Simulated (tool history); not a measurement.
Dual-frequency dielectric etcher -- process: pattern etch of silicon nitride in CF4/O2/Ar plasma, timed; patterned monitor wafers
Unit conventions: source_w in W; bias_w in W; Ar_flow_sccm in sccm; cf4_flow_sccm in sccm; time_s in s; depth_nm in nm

run  hour  source_w  bias_w  Ar_flow_sccm  cf4_flow_sccm  time_s  depth_nm
  1     0       690      42           117            100   200.5    524.85
  2   7.7       690      42           117             83   200.5    513.24
  3  14.8       690      42           117             83   200.5     514.5
  4  22.1       650      42           117             83   200.5    484.75
  5  24.5       650      36           117             83   200.5    460.11
  6  26.7       630      36           117             83   200.5     450.3
  7    31       610      36           117             83   200.5    434.25

Predict the results of run 8:
  8  37.3       600      36           117             83   200.5         ?

{"run 8": {"depth_nm": 431.85}}
